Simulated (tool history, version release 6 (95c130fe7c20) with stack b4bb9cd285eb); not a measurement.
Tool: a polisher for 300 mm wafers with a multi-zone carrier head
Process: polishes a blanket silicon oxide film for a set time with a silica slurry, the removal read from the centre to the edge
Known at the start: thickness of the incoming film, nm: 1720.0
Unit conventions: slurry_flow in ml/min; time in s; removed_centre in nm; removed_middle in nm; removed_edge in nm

run  hour  slurry_flow  centre_zone  middle_zone  edge_zone  slurry_solids  time  removed_centre  removed_middle  removed_edge
  1     0          145            1            1          1              1    66          205.36          211.08        218.36
  2   6.6          135         0.99         0.98       0.96            0.9    66          191.12          194.68        201.77
  3  12.9          135         0.99         0.98       0.88            0.9    66          191.97          193.16        196.78
  4  14.2          125         0.99         0.98       0.86           0.85    66          181.68          185.46        189.17
  5  22.2          120            1         0.98       0.85            0.8    66          179.05          182.73        179.71
  6  30.7          120            1         0.98       0.85            0.8    51          137.85          138.73        138.82
  7  31.6          145            1         0.99       0.89            0.8    51          148.03          149.53        149.25

Expected results for the next run?
  8  35.2          145            1         0.99       0.89            0.8    51               ?               ?             ?

{"run 8": {"removed_centre": 147.11, "removed_middle": 152.61, "removed_edge": 149.04}}
